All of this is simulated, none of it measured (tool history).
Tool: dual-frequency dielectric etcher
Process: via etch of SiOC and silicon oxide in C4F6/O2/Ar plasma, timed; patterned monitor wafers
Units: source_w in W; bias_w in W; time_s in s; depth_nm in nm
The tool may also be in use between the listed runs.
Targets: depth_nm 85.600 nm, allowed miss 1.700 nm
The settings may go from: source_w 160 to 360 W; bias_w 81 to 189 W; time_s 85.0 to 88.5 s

| run | hour | source_w | bias_w | time_s | depth_nm |
|---|---|---|---|---|---|
| 1 | 0.0 | 260 | 135 | 85.0 | 74.459 |
| 2 | 7.1 | 280 | 135 | 85.0 | 76.812 |
| 3 | 12.7 | 290 | 137 | 85.0 | 78.850 |
| 4 | 14.6 | 300 | 138 | 85.0 | 80.281 |
| 5 | 23.4 | 260 | 138 | 85.0 | 74.829 |
| 6 | 27.4 | 280 | 138 | 85.0 | 78.081 |
| 7 | 35.1 | 290 | 139 | 85.0 | 78.846 |
| 8 | 36.0 | 300 | 140 | 85.0 | 80.452 |
| 9 | 44.7 | 310 | 141 | 85.0 | 81.713 |
| 10 | 52.9 | 320 | 142 | 85.0 | 83.242 |

4 next moves are on the table. One of them brings every result within its allowed miss. Which?
| A | 61.1 | 360 | 145 | 85.0 | ? |
| B | 61.1 | 330 | 185 | 85.5 | ? |
| C | 61.1 | 320 | 145 | 87.5 | ? |
| D | 61.1 | 340 | 158 | 86.5 | ? |

| move | depth_nm |
|---|---|
| A | 89.359 |
| B | 91.452 |
| C | 86.793 |
| D | 90.252 |
A: takes the result that was furthest off past its target
B: takes the result that was furthest off past its target
C: meets every target
D: takes the result that was furthest off past its target
Move C is the one to make.
